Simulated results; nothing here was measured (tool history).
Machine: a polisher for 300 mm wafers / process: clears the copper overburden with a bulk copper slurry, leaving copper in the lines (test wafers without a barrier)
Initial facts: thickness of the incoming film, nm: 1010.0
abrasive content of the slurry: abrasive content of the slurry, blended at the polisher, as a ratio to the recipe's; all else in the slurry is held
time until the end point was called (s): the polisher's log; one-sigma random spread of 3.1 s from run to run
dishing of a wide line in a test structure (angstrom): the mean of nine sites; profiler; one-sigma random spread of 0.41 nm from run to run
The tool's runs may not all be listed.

run    day  flow of slurry (ml/min)  pressure of the wafer on the pad (kPa)  speed of the pad under the wafer (m/s)  abrasive content of the slurry  overpolish time after the end point (s)  time until the end point was called (s)  dishing of a wide line in a test structure (angstrom)
  1  0.000                      190                                    14.5                                    0.98                             1.0                                       16                                   142.75                                                 362.01
  2  0.158                      190                                    11.7                                    0.98                             1.0                                       16                                   179.71                                                 336.12
  3  0.367                      190                                    11.7                                    1.00                             1.0                                       14                                   175.88                                                 314.24
  4  0.512                      190                                    11.7                                    1.00                             1.0                                       13                                   177.56                                                 304.46
  5  0.808                      225                                    11.7                                    1.00                             1.0                                       13                                   171.13                                                 310.21
  6  0.904                      225                                    11.7                                    1.00                             1.0                                       19                                   169.18                                                 346.57
  7  1.038                      230                                    11.7                                    1.02                             1.0                                       17                                   166.50                                                 349.07
  8  1.096                      230                                    11.7                                    1.02                             1.0                                       15                                   163.26                                                 325.93

Predict the results of run 9:
  9  1.258                      230                                    11.7                                    1.02                             1.0                                       15                                        ?                                                      ?

{"run 9": {"time until the end point was called (s)": 164.74, "dishing of a wide line in a test structure (angstrom)": 329.32}}
